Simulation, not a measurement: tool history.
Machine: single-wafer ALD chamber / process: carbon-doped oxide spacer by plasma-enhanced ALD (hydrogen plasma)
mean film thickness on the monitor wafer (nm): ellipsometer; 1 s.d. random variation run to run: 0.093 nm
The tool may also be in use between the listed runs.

run,hour,heater temperature setpoint (°C),number of ALD cycles (cycles),mean film thickness on the monitor wafer (nm)
1,0.0,410,388,17.894
2,7.2,416,388,17.636
3,16.2,411,407,18.851
4,24.5,411,353,16.315
5,29.9,406,381,17.932
6,32.0,416,381,17.173
7,40.0,404,434,20.406
8,46.9,402,436,20.830

The next listed run, before its measurement:
9,53.0,401,437,?

Run 9 measured mean film thickness on the monitor wafer (nm) 20.920.
